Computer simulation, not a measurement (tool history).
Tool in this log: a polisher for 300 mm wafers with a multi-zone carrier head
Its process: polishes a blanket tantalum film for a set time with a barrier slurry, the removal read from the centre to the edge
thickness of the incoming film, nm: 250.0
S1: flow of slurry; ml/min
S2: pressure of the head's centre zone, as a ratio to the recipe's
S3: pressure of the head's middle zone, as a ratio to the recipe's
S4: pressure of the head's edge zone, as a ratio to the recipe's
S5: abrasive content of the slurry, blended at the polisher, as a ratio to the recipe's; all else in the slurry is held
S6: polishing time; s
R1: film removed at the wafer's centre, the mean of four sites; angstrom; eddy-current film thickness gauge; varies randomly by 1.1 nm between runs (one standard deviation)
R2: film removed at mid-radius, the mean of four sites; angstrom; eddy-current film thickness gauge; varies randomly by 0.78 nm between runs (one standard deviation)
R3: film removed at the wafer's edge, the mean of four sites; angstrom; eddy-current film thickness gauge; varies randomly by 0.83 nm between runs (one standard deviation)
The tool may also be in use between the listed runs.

run,hour,S1,S2,S3,S4,S5,S6,R1,R2,R3
1,0.0,210,1.00,1.00,1.00,1.0,59,876.15,936.57,949.67
2,6.4,225,1.03,1.00,1.02,1.0,59,932.67,939.58,956.50
3,7.4,225,1.03,1.00,1.02,1.0,45,713.44,724.94,740.17
4,14.3,230,1.05,1.01,1.04,1.1,47,782.56,786.10,800.66
5,14.9,260,1.05,1.01,1.04,1.1,47,791.81,779.85,805.58
6,17.5,260,1.05,1.01,1.07,1.1,47,796.28,796.90,824.04

What will run 7 give?
7,20.6,265,1.07,1.02,1.09,1.2,48,?,?,?

R1: 831.10 angstrom
R2: 841.00 angstrom
R3: 852.80 angstrom
